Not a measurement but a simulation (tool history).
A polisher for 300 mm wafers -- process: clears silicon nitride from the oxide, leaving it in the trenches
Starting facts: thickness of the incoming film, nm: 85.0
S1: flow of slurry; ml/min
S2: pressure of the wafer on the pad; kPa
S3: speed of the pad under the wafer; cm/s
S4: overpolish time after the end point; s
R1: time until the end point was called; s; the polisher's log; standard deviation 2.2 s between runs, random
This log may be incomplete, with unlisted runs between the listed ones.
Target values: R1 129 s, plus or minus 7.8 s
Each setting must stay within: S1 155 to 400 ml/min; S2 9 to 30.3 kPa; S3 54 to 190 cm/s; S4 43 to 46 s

run,hour,S1,S2,S3,S4,R1
1,0,255,19.3,122,43,74.746
2,3.2,255,22.8,122,43,65.934
3,8.4,255,20,116,43,75.898
4,16.1,255,17.9,112,43,90.174
5,22.1,310,17.9,112,43,84.056
6,23.6,305,15.9,110,43,96.557
7,31.3,305,14.5,110,43,107.48
# hour 39.3: head pressure recalibrated
8,39.3,300,13.8,110,43,96.234
9,40.9,300,13.1,106,43,109.05
10,49.4,300,12.4,106,43,115.71

Of the 5 settings listed for the next run, only one would bring every result within its allowed miss of target. Which one?
A,57.9,345,11.7,110,46,?
B,57.9,335,9.7,134,43,?
C,57.9,285,10.3,128,43,?
D,57.9,305,13.1,106,44,?
E,57.9,350,11.7,90,43,?

move,R1
A,112.84
B,112.72
C,112.34
D,107.08
E,131.56
A: the biggest miss grows against the last run
B: the biggest miss grows against the last run
C: the biggest miss grows against the last run
D: the biggest miss grows against the last run
E: all results land within tolerance of their targets
Correct choice: E, which meets every target
